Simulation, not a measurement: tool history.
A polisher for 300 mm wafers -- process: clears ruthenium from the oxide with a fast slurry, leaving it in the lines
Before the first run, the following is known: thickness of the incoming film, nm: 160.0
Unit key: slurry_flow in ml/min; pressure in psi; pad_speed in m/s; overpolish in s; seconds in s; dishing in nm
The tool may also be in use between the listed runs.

| run | day | slurry_flow | pressure | pad_speed | slurry_solids | overpolish | seconds | dishing |
|---|---|---|---|---|---|---|---|---|
| 1 | 0 | 265 | 1.7 | 1.3 | 1 | 14 | 63.464 | 29.961 |
| 2 | 0.367 | 265 | 1.9 | 1.32 | 1 | 14 | 53.084 | 33.166 |
| 3 | 0.446 | 265 | 2 | 1.34 | 1 | 15 | 51.69 | 38.105 |
| 4 | 0.479 | 265 | 2.2 | 1.36 | 1 | 15 | 44.915 | 41.602 |
| 5 | 0.696 | 265 | 2.2 | 1.36 | 1.15 | 15 | 43.715 | 42.843 |
| 6 | 0.9 | 265 | 2.3 | 1.36 | 1.15 | 15 | 42.364 | 46.561 |
| 7 | 1.025 | 265 | 2.4 | 1.36 | 1.15 | 15 | 40.192 | 47.462 |
| 8 | 1.317 | 265 | 2.5 | 1.36 | 1.15 | 15 | 38.14 | 49.585 |
| 9 | 1.521 | 265 | 2.6 | 1.36 | 1.15 | 15 | 37.786 | 50.73 |
| 10 | 1.721 | 265 | 2.6 | 1.38 | 1.15 | 15 | 37.971 | 49.871 |

Run 11 is up next; what results do you expect?
| 11 | 1.896 | 265 | 2.6 | 1.4 | 1.15 | 15 | ? | ? |

seconds: 35.761 s
dishing: 50.269 nm

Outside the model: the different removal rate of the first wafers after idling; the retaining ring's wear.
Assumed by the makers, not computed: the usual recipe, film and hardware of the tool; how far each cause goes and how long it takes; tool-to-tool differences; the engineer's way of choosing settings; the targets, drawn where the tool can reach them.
